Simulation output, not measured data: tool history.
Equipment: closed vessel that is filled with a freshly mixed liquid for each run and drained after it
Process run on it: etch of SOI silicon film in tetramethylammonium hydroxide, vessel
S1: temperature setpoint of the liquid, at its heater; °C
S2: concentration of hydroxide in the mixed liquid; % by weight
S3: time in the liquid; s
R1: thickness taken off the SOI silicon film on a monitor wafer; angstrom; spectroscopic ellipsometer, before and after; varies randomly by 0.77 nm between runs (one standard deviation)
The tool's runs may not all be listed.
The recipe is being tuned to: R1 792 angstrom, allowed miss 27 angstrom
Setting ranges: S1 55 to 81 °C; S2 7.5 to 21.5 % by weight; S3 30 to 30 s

run,hour,S1,S2,S3,R1
1,0,68,14.5,30,1379.7
2,4.7,66.5,14.5,30,1254.8
3,7,66.5,14.5,30,1254.1
4,12.5,66.5,14.5,30,1265.8
5,13.5,66.5,14.5,30,1256.6
6,21,66.5,14.5,30,1252.7
7,26.2,65,14.5,30,1149
8,30.9,64,14.5,30,1086
9,37.4,63,14.5,30,1027.7
10,44.7,58,14.5,30,758.95

5 candidate next runs follow, results not yet known. Just one meets every target within its allowed miss. Identify it.
A,52,59.5,14,30,?
B,52,57,13.5,30,?
C,52,55.5,11,30,?
D,52,58.5,13.5,30,?
E,52,57,14,30,?

move,R1
A,832.61
B,723.46
C,715.64
D,795.87
E,710.57
A: takes the biggest miss from the last run beyond its target
B: misses by more than the last run did
C: misses by more than the last run did
D: hits every target within its allowed miss
E: misses by more than the last run did
Correct choice: D, which meets every target
